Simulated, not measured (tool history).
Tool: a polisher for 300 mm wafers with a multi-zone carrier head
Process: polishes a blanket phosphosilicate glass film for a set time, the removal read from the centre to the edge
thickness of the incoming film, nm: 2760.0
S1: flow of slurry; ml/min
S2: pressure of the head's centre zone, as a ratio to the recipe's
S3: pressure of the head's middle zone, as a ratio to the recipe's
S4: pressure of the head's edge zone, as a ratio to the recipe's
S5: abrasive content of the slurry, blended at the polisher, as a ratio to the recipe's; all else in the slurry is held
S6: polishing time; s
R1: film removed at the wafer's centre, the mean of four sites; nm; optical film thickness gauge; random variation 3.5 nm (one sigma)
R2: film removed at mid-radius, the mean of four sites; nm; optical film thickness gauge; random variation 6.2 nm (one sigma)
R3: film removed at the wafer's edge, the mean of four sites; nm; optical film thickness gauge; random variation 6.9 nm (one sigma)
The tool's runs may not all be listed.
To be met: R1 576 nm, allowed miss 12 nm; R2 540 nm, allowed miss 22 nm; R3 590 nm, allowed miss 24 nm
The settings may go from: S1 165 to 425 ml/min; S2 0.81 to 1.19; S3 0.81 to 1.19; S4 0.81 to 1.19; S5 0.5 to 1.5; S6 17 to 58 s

run  hour   S1    S2    S3    S4    S5  S6      R1      R2      R3
  1     0  275     1     1     1     1  37  463.61  479.72   468.9
  2   6.3  275     1  1.07     1     1  37  474.07  514.77  465.07
  3   8.6  275     1  1.07     1  1.15  37  490.75  524.96  492.27
  4  17.3  290  1.02  1.06  1.05   1.2  37   508.5  540.65  488.77
  5  19.2  290  1.02  1.06  1.05   1.2  33  450.92   478.3  450.34
  6  25.2  270  1.02  1.02  1.04   1.3  35  488.52  497.75  478.53
  7  28.9  260  1.01  0.98  1.04  1.35  37  510.33  516.21  513.26
  8  32.6  335  1.07  0.96  1.14  1.45  37  568.95  521.53  561.53
  9  38.8  340  1.07  0.96  1.15  1.45  37  572.22  516.92  548.78

Which of these 4 next moves meets every target?
  A    45  335  1.05  0.83  1.19   1.3  39   ?   ?   ?
  B    45  335  1.09  0.84  1.19   1.4  37   ?   ?   ?
  C    45  345  1.16  1.11  1.06  1.45  34   ?   ?   ?
  D    45  310     1   0.9  1.08  1.35  41   ?   ?   ?

move      R1      R2      R3
   A  571.37   470.4   587.3
   B  574.42  459.79   568.5
   C  570.13  540.29  505.05
   D  573.29   530.3  598.18
A: brings the result that was furthest off to its target, and leaves another outside
B: brings the result that was furthest off to its target, and leaves another outside
C: further off than the last run
D: meets every target
The right move is D.

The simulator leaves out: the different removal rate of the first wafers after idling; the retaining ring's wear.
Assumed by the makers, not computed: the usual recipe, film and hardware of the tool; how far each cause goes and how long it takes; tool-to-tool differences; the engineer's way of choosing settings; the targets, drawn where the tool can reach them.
